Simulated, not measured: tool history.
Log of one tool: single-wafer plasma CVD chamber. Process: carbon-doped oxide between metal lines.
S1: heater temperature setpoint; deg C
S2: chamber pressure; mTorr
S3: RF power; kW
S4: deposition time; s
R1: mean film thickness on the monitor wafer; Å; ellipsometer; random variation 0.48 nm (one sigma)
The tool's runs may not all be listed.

{"run": 1, "hour": 0.0, "S1": 350, "S2": 4390, "S3": 0.515, "S4": 19.5, "R1": 931.19}
{"run": 2, "hour": 7.5, "S1": 350, "S2": 4390, "S3": 0.515, "S4": 19.5, "R1": 921.8}
{"run": 3, "hour": 11.8, "S1": 348, "S2": 4560, "S3": 0.52, "S4": 19.5, "R1": 955.12}
{"run": 4, "hour": 18.3, "S1": 346, "S2": 4610, "S3": 0.52, "S4": 19.5, "R1": 960.83}
{"run": 5, "hour": 27.0, "S1": 338, "S2": 4610, "S3": 0.52, "S4": 19.5, "R1": 976.77}
{"run": 6, "hour": 31.7, "S1": 338, "S2": 4610, "S3": 0.52, "S4": 18.6, "R1": 934.97}
{"run": 7, "hour": 32.4, "S1": 337, "S2": 4800, "S3": 0.525, "S4": 18.6, "R1": 946.51}

The next listed run, before its measurement:
{"run": 8, "hour": 35.4, "S1": 336, "S2": 4910, "S3": 0.53, "S4": 18.6, "R1": "?"}

{"run 8": {"R1": 961.98}}
